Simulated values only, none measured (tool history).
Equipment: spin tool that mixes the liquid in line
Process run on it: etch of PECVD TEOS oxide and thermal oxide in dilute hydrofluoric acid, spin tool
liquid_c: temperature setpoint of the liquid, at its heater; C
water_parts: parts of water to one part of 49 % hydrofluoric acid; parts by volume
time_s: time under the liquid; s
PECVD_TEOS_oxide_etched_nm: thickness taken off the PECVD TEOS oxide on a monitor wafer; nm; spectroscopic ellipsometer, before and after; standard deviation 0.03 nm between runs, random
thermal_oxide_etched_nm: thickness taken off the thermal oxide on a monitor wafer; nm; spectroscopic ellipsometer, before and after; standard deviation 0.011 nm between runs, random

Run 1, hour 0: liquid_c 23 C, water_parts 45 parts by volume, time_s 35 s. Result: PECVD_TEOS_oxide_etched_nm 14.399 nm, thermal_oxide_etched_nm 3.4023 nm.
Run 2, hour 7.3: liquid_c 23 C, water_parts 45 parts by volume, time_s 20 s. Result: PECVD_TEOS_oxide_etched_nm 8.2623 nm, thermal_oxide_etched_nm 1.9418 nm.
Run 3, hour 14.8: liquid_c 22 C, water_parts 45 parts by volume, time_s 20 s. Result: PECVD_TEOS_oxide_etched_nm 7.9579 nm, thermal_oxide_etched_nm 1.88 nm.
Run 4, hour 20.3: liquid_c 22 C, water_parts 60 parts by volume, time_s 20 s. Result: PECVD_TEOS_oxide_etched_nm 5.8878 nm, thermal_oxide_etched_nm 1.3819 nm.
Run 5, hour 22.6: liquid_c 22 C, water_parts 70 parts by volume, time_s 20 s. Result: PECVD_TEOS_oxide_etched_nm 4.945 nm, thermal_oxide_etched_nm 1.1597 nm.
Run 6, hour 31.4: liquid_c 22.5 C, water_parts 70 parts by volume, time_s 20 s. Result: PECVD_TEOS_oxide_etched_nm 5.0193 nm, thermal_oxide_etched_nm 1.1995 nm.
Run 7, hour 36.7: liquid_c 22.5 C, water_parts 70 parts by volume, time_s 20 s. Result: PECVD_TEOS_oxide_etched_nm 5.016 nm, thermal_oxide_etched_nm 1.1917 nm.
Run 8, hour 44.9: liquid_c 23 C, water_parts 70 parts by volume, time_s 20 s. Result: PECVD_TEOS_oxide_etched_nm 5.1542 nm, thermal_oxide_etched_nm 1.2093 nm.

Run 9 is up next; what results do you expect?
Run 9, hour 50: liquid_c 23.5 C, water_parts 70 parts by volume, time_s 20 s. Result: PECVD_TEOS_oxide_etched_nm ?, thermal_oxide_etched_nm ?.

{"run 9": {"PECVD_TEOS_oxide_etched_nm": 5.217, "thermal_oxide_etched_nm": 1.2424}}
